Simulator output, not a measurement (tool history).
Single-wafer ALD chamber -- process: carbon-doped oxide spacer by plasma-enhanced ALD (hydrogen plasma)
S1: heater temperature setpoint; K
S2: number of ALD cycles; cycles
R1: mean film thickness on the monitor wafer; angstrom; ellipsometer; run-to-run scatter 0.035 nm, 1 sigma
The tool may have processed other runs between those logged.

{"run": 1, "hour": 0.0, "S1": 683.15, "S2": 198, "R1": 98.995}
{"run": 2, "hour": 1.0, "S1": 678.15, "S2": 198, "R1": 100.88}
{"run": 3, "hour": 9.7, "S1": 680.15, "S2": 196, "R1": 98.373}
{"run": 4, "hour": 12.2, "S1": 681.15, "S2": 195, "R1": 98.746}
{"hour": 17.0, "done": "thermocouple changed; heater temperature recalibrated"}
{"run": 5, "hour": 17.0, "S1": 673.15, "S2": 195, "R1": 101.74}
{"run": 6, "hour": 21.8, "S1": 664.15, "S2": 195, "R1": 101.72}
{"run": 7, "hour": 30.2, "S1": 664.15, "S2": 192, "R1": 100.61}
{"run": 8, "hour": 31.6, "S1": 665.15, "S2": 189, "R1": 98.371}

Predict the results of run 9:
{"run": 9, "hour": 34.5, "S1": 666.15, "S2": 187, "R1": "?"}

{"run 9": {"R1": 97.844}}

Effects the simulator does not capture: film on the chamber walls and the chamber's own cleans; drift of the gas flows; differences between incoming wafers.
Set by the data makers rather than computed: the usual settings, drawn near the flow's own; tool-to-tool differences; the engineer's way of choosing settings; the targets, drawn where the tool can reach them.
